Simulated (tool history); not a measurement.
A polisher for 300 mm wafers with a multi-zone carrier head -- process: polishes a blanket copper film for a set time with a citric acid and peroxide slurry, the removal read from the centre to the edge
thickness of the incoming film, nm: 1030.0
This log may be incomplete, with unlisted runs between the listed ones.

run  hour  flow of slurry (ml/min)  pressure of the head's centre zone  pressure of the head's middle zone  pressure of the head's edge zone  abrasive content of the slurry  polishing time (s)  film removed at the wafer's centre (Å)  film removed at mid-radius (Å)  film removed at the wafer's edge (Å)
  1   0.0                      240                                1.00                                1.00                              1.00                            1.00                  89                                  1942.1                          1939.1                                1923.6
  2   7.9                      235                                0.99                                0.97                              0.98                            0.90                  84                                  1750.9                          1714.5                                1742.7
  3  14.4                      235                                0.99                                0.97                              0.98                            1.00                  84                                  1801.7                          1807.5                                1799.8
  4  17.6                      235                                0.99                                0.97                              1.03                            1.00                  84                                  1815.4                          1798.3                                1841.9
  5  20.4                      230                                0.99                                0.95                              1.00                            0.90                  80                                  1683.3                          1648.4                                1681.0
  6  22.2                      230                                0.99                                0.95                              0.96                            0.90                  80                                  1685.1                          1649.0                                1646.0

Expected results for the next run?
  7  27.8                      225                                0.98                                0.93                              0.96                            0.85                  76                                       ?                               ?                                     ?

Run 7 came out at film removed at the wafer's centre (Å) 1554.8, film removed at mid-radius (Å) 1494.1, film removed at the wafer's edge (Å) 1542.8.
